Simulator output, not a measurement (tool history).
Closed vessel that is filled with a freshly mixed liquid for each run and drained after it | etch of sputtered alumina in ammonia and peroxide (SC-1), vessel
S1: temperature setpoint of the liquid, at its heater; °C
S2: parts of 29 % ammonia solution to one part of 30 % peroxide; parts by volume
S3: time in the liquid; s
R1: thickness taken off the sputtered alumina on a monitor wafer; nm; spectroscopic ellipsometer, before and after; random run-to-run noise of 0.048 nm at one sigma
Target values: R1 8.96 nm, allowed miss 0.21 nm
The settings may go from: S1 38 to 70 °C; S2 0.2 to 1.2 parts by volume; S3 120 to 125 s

{"run": 1, "day": 0.0, "S1": 54, "S2": 0.75, "S3": 120, "R1": 13.048}
{"run": 2, "day": 0.317, "S1": 52, "S2": 0.75, "S3": 120, "R1": 11.725}
{"run": 3, "day": 0.617, "S1": 58.5, "S2": 0.75, "S3": 120, "R1": 16.691}
{"run": 4, "day": 0.725, "S1": 55, "S2": 0.75, "S3": 120, "R1": 13.823}
{"run": 5, "day": 0.975, "S1": 60.5, "S2": 0.75, "S3": 120, "R1": 18.289}
{"run": 6, "day": 1.125, "S1": 60.5, "S2": 0.65, "S3": 120, "R1": 17.931}
{"day": 1.404, "done": "ammonia flow meter replaced"}
{"run": 7, "day": 1.404, "S1": 56.5, "S2": 0.65, "S3": 120, "R1": 14.607}
{"run": 8, "day": 1.512, "S1": 48.5, "S2": 0.6, "S3": 120, "R1": 9.434}

Exactly one of the 4 candidate moves below puts every result within its allowed miss. Which one?
{"run": "A", "day": 1.621, "S1": 48.5, "S2": 0.65, "S3": 125, "R1": "?"}
{"run": "B", "day": 1.621, "S1": 48.5, "S2": 0.7, "S3": 120, "R1": "?"}
{"run": "C", "day": 1.621, "S1": 47.5, "S2": 0.7, "S3": 120, "R1": "?"}
{"run": "D", "day": 1.621, "S1": 48, "S2": 0.9, "S3": 125, "R1": "?"}

move=A R1=9.9738
move=B R1=9.6426
move=C R1=9.1196
move=D R1=10.005
A: lands further from the targets than the last run did
B: lands further from the targets than the last run did
C: meets every target
D: lands further from the targets than the last run did
C is the move that brings every result within its allowed miss.

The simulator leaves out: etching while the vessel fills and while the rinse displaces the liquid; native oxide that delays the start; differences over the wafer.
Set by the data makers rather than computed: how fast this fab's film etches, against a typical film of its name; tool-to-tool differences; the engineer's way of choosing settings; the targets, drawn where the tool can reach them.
